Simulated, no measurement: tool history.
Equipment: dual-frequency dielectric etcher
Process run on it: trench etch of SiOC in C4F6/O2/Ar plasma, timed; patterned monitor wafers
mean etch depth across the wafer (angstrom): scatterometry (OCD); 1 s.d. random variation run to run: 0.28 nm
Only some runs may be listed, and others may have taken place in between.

run,hour,source power (kW),bias power (kW),etch time (s),mean etch depth across the wafer (angstrom)
1,0,0.44,0.257,27.5,626.94
2,8.6,0.44,0.302,27.5,666.09
3,12.6,0.39,0.302,27.5,638.79
4,19.2,0.36,0.302,27.5,623.68
5,21.9,0.36,0.348,27.5,660.39
6,28.1,0.38,0.351,27.5,677.25
7,31.3,0.4,0.353,27.5,688.4

Run 8 has not been measured yet. What should we expect?
8,34.2,0.41,0.355,27.5,?

Run 8 produced mean etch depth across the wafer (angstrom) 689.6.
